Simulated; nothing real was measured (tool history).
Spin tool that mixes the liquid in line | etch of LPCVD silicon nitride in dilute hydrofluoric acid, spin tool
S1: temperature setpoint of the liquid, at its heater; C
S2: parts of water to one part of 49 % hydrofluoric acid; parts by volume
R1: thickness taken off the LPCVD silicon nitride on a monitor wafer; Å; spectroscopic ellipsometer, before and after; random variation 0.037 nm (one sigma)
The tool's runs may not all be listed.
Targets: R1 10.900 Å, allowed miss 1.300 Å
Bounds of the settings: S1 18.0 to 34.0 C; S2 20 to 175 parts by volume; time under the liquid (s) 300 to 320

{"run": 1, "hour": 0.0, "S1": 26.0, "S2": 95, "time under the liquid (s)": 300, "R1": 16.84}
{"run": 2, "hour": 3.6, "S1": 26.0, "S2": 95, "time under the liquid (s)": 320, "R1": 19.132}
{"run": 3, "hour": 7.4, "S1": 24.5, "S2": 100, "time under the liquid (s)": 320, "R1": 15.899}
{"run": 4, "hour": 16.1, "S1": 27.5, "S2": 100, "time under the liquid (s)": 320, "R1": 20.209}
{"run": 5, "hour": 24.1, "S1": 25.5, "S2": 100, "time under the liquid (s)": 320, "R1": 17.544}
{"run": 6, "hour": 28.9, "S1": 24.5, "S2": 105, "time under the liquid (s)": 320, "R1": 15.917}
{"run": 7, "hour": 30.1, "S1": 23.5, "S2": 110, "time under the liquid (s)": 320, "R1": 13.908}
{"run": 8, "hour": 37.1, "S1": 23.0, "S2": 115, "time under the liquid (s)": 320, "R1": 13.311}

Which of these 5 next moves meets every target?
{"run": "A", "hour": 44.1, "S1": 22.0, "S2": 135, "time under the liquid (s)": 320, "R1": "?"}
{"run": "B", "hour": 44.1, "S1": 23.5, "S2": 100, "time under the liquid (s)": 320, "R1": "?"}
{"run": "C", "hour": 44.1, "S1": 21.0, "S2": 100, "time under the liquid (s)": 320, "R1": "?"}
{"run": "D", "hour": 44.1, "S1": 22.5, "S2": 95, "time under the liquid (s)": 300, "R1": "?"}
{"run": "E", "hour": 44.1, "S1": 21.0, "S2": 95, "time under the liquid (s)": 320, "R1": "?"}

move=A R1=10.261
move=B R1=15.223
move=C R1=12.880
move=D R1=14.044
move=E R1=13.543
A: meets every target
B: further off than the last run
C: nearer than the last run, and not there yet
D: further off than the last run
E: further off than the last run
Answer: A

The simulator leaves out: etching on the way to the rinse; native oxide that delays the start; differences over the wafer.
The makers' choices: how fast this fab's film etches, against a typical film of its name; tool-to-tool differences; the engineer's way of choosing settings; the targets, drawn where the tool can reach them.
